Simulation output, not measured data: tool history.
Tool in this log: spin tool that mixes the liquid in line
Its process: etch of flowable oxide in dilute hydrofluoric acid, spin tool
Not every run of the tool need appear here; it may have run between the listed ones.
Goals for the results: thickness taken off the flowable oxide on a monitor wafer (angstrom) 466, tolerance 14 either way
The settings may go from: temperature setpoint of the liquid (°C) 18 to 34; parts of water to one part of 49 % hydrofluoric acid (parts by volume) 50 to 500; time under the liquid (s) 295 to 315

run	day	temperature setpoint of the liquid (°C)	parts of water to one part of 49 % hydrofluoric acid (parts by volume)	time under the liquid (s)	thickness taken off the flowable oxide on a monitor wafer (angstrom)
1	0	26	275	295	257.48
2	0.033	27	265	295	280.46
3	0.075	28	255	295	301.75
4	0.342	26	255	295	280.73
5	0.542	27	245	295	313.16
6	0.629	28	240	295	326.27
7	0.688	28.5	235	295	342.61
8	0.792	29	230	295	359.47
9	0.896	29.5	230	295	364.1
10	1.217	30	225	295	377.48
11	1.446	30.5	220	295	402.84
12	1.596	31	220	295	408.59
13	1.933	31.5	220	295	412.14
14	2.158	32	220	295	417.66
15	2.479	32.5	220	295	422.41
16	2.721	32.5	220	295	423.66
17	2.767	33.5	215	295	449.78

Which of these 4 next moves meets every target?
A	2.812	31.5	185	295	?
B	2.812	34	235	310	?
C	2.812	33.5	200	295	?
D	2.812	34	225	315	?

move	thickness taken off the flowable oxide on a monitor wafer (angstrom)
A	502.62
B	423.73
C	487.79
D	455.52
A: the result that was furthest off in the last run now lies on the other side of its target
B: moves away from the targets compared with the last run
C: the result that was furthest off in the last run now lies on the other side of its target
D: all results land within tolerance of their targets
D meets every target.

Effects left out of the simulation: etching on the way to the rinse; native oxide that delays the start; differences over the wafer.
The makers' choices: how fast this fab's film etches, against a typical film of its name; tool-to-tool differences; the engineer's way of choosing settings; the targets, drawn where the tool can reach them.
